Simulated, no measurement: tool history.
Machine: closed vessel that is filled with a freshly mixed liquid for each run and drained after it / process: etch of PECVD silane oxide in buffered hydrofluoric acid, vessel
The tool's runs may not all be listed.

| run | hour | temperature setpoint of the liquid (°C) | parts of 40 % ammonium fluoride to one part of 49 % hydrofluoric acid (parts by volume) | time in the liquid (s) | thickness taken off the PECVD silane oxide on a monitor wafer (Å) |
|---|---|---|---|---|---|
| 1 | 0.0 | 22.0 | 8.5 | 95 | 3880.2 |
| 2 | 7.3 | 25.5 | 8.5 | 95 | 4680.6 |
| 3 | 9.2 | 25.5 | 11.0 | 95 | 3760.2 |
| 4 | 16.6 | 26.0 | 11.0 | 95 | 3770.3 |
| 5 | 22.1 | 26.5 | 11.0 | 95 | 3868.5 |
| 6 | 28.1 | 27.0 | 11.0 | 95 | 4027.4 |
| 7 | 36.9 | 27.5 | 11.0 | 95 | 4139.9 |
| 8 | 44.8 | 28.0 | 11.0 | 95 | 4227.3 |
| 9 | 53.0 | 28.5 | 11.0 | 95 | 4348.7 |

For run 10, what comes out?
| 10 | 62.0 | 29.5 | 10.5 | 95 | ? |

Run 10 gave thickness taken off the PECVD silane oxide on a monitor wafer (Å) 4811.1.

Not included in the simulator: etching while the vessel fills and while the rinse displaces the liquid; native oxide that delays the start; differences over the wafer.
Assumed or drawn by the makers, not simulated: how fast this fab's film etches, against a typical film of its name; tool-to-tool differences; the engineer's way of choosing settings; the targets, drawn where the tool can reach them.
